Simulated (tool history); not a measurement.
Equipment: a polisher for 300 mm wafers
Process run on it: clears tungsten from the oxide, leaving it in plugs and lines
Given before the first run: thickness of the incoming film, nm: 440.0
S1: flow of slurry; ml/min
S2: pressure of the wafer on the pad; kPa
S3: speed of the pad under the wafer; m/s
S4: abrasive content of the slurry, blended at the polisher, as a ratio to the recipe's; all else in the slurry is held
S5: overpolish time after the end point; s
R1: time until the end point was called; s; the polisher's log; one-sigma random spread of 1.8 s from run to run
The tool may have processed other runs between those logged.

{"run": 1, "hour": 0.0, "S1": 255, "S2": 31.0, "S3": 0.88, "S4": 1.0, "S5": 37, "R1": 75.36}
{"run": 2, "hour": 8.5, "S1": 255, "S2": 31.0, "S3": 1.0, "S4": 1.0, "S5": 37, "R1": 68.098}
{"run": 3, "hour": 16.3, "S1": 255, "S2": 28.3, "S3": 1.0, "S4": 1.0, "S5": 37, "R1": 71.947}
{"run": 4, "hour": 25.0, "S1": 255, "S2": 25.5, "S3": 0.98, "S4": 1.0, "S5": 37, "R1": 82.334}
{"run": 5, "hour": 31.9, "S1": 255, "S2": 25.5, "S3": 0.98, "S4": 1.0, "S5": 37, "R1": 83.093}
{"run": 6, "hour": 38.1, "S1": 255, "S2": 25.5, "S3": 0.98, "S4": 1.0, "S5": 39, "R1": 81.638}

What does the tool deliver on the next run?
{"run": 7, "hour": 42.5, "S1": 255, "S2": 23.4, "S3": 0.98, "S4": 1.0, "S5": 39, "R1": "?"}

{"run 7": {"R1": 88.591}}
